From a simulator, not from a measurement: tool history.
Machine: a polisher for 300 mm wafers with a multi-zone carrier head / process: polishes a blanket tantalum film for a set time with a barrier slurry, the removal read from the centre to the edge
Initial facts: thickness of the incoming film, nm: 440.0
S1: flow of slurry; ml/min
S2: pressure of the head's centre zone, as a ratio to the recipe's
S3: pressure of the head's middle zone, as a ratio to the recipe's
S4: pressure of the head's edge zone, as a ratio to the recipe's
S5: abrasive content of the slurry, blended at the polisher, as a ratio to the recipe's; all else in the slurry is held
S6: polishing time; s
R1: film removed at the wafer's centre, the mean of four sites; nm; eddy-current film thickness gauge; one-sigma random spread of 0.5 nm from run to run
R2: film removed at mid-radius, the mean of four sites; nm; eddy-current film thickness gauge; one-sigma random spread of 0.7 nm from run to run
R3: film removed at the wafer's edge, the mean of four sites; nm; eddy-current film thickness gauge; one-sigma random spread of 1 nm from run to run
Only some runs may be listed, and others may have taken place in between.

{"run": 1, "hour": 0.0, "S1": 195, "S2": 1, "S3": 1, "S4": 1, "S5": 1, "S6": 53, "R1": 83.449, "R2": 81.579, "R3": 83.472}
{"run": 2, "hour": 4.8, "S1": 195, "S2": 0.95, "S3": 1, "S4": 1, "S5": 1, "S6": 53, "R1": 79.415, "R2": 81.798, "R3": 83.35}
{"run": 3, "hour": 8.4, "S1": 195, "S2": 1.01, "S3": 1, "S4": 1, "S5": 1, "S6": 53, "R1": 83.922, "R2": 80.35, "R3": 82.199}
{"run": 4, "hour": 13.2, "S1": 185, "S2": 0.98, "S3": 0.99, "S4": 0.97, "S5": 0.95, "S6": 53, "R1": 80.022, "R2": 79.481, "R3": 81.173}
{"run": 5, "hour": 21.2, "S1": 185, "S2": 0.98, "S3": 0.99, "S4": 0.92, "S5": 0.95, "S6": 53, "R1": 80.765, "R2": 80.504, "R3": 77.242}
{"run": 6, "hour": 27.6, "S1": 175, "S2": 0.95, "S3": 0.97, "S4": 0.91, "S5": 0.9, "S6": 53, "R1": 76.518, "R2": 77.239, "R3": 76.745}

Run 7 is up next; what results do you expect?
{"run": 7, "hour": 33.5, "S1": 165, "S2": 0.93, "S3": 0.96, "S4": 0.9, "S5": 0.85, "S6": 53, "R1": "?", "R2": "?", "R3": "?"}

R1: 73.269 nm
R2: 74.566 nm
R3: 73.683 nm

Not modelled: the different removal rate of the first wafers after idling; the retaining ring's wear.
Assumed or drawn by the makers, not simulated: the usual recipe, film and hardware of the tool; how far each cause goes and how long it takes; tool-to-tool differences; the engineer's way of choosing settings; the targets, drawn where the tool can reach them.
